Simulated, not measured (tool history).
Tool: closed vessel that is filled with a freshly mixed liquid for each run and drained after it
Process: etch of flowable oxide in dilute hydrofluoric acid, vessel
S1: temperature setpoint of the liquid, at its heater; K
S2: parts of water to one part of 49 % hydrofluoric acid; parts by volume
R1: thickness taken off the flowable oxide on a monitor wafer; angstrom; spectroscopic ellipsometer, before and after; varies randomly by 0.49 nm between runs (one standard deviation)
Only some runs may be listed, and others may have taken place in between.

Run 1, hour 0: S1 298.15 K, S2 80 parts by volume, time in the liquid (s) 250. Result: R1 754.91 angstrom.
Run 2, hour 0.8: S1 298.15 K, S2 80 parts by volume, time in the liquid (s) 250. Result: R1 756.12 angstrom.
Run 3, hour 8.1: S1 298.15 K, S2 80 parts by volume, time in the liquid (s) 270. Result: R1 810.9 angstrom.
Run 4, hour 13.6: S1 296.15 K, S2 85 parts by volume, time in the liquid (s) 270. Result: R1 689.79 angstrom.
Run 5, hour 19.2: S1 294.65 K, S2 85 parts by volume, time in the liquid (s) 270. Result: R1 672.46 angstrom.
Run 6, hour 25.7: S1 296.65 K, S2 85 parts by volume, time in the liquid (s) 270. Result: R1 723.95 angstrom.
Run 7, hour 27.1: S1 294.65 K, S2 85 parts by volume, time in the liquid (s) 270. Result: R1 664.55 angstrom.

Predict the results of run 8:
Run 8, hour 30.1: S1 293.15 K, S2 85 parts by volume, time in the liquid (s) 270. Result: R1 ?.

R1: 617.14 angstrom
